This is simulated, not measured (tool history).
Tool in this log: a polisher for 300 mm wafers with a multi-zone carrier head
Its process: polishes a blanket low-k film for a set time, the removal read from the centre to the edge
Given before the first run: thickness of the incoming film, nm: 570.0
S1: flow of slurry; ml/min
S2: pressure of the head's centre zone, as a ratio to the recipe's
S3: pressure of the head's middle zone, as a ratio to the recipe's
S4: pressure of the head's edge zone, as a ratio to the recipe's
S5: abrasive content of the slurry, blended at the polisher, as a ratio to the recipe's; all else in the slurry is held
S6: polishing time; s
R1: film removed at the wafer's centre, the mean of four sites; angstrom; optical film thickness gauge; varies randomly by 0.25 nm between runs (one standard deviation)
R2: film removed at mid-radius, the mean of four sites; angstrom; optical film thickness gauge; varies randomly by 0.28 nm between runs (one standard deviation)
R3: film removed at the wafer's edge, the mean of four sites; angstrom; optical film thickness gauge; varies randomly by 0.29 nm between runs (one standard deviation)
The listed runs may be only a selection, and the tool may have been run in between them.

run	hour	S1	S2	S3	S4	S5	S6	R1	R2	R3
1	0	150	1	1	1	1	54	267.16	267.67	269.49
2	5.6	150	1	1	1	1.1	54	286.79	284.71	288.2
3	7	155	0.98	1	1.03	1.15	54	284.41	293.1	298.78
4	7.9	160	0.97	0.99	1.05	1.2	54	297.34	303.45	305.56
5	12.8	150	0.95	0.98	1.07	1.25	55	295.68	304.08	325.37
6	21.1	150	0.95	0.98	1.07	1.05	55	267.36	278.92	295.3
7	29.2	150	0.95	0.98	1.07	1.05	55	267.91	277.19	294.56
8	37.9	150	0.94	0.98	1.08	1.1	55	272.01	285.55	305.98
9	42.6	150	0.93	0.98	1.09	1.15	55	279.12	292.34	316.13
10	44.4	150	0.92	0.98	1.1	1.2	55	279.15	300.26	320.65
11	45.8	150	0.91	0.97	1.11	1.25	55	280.51	303.86	328.58
12	52.6	150	0.9	0.97	1.12	1.3	55	287.59	309.04	341.76
13	56.4	150	0.89	0.97	1.13	1.3	55	279.77	314.21	339.33

Forecast run 14:
14	61.9	190	0.83	0.87	1.19	1.5	55	?	?	?

R1: 298.16 angstrom
R2: 314.31 angstrom
R3: 389.01 angstrom
